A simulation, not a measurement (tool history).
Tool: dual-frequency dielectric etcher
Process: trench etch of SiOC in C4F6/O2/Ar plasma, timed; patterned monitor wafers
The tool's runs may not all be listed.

run,hour,source power (W),bias power (W),etch time (s),mean etch depth across the wafer (Å)
1,0,380,241,16,368.5
2,6.1,370,238,16,358.45
3,7.1,360,236,16,360.6
4,12.8,350,230,16,350.14
# hour 21.1: wet clean of the chamber
5,21.1,350,230,16,338.91
6,25.8,400,230,16,356.25
7,28.2,390,226,16,349.51

Estimate the outcome of run 8 from the log above:
8,34.3,380,223,16,?

Run 8 yielded mean etch depth across the wafer (Å) 346.68.

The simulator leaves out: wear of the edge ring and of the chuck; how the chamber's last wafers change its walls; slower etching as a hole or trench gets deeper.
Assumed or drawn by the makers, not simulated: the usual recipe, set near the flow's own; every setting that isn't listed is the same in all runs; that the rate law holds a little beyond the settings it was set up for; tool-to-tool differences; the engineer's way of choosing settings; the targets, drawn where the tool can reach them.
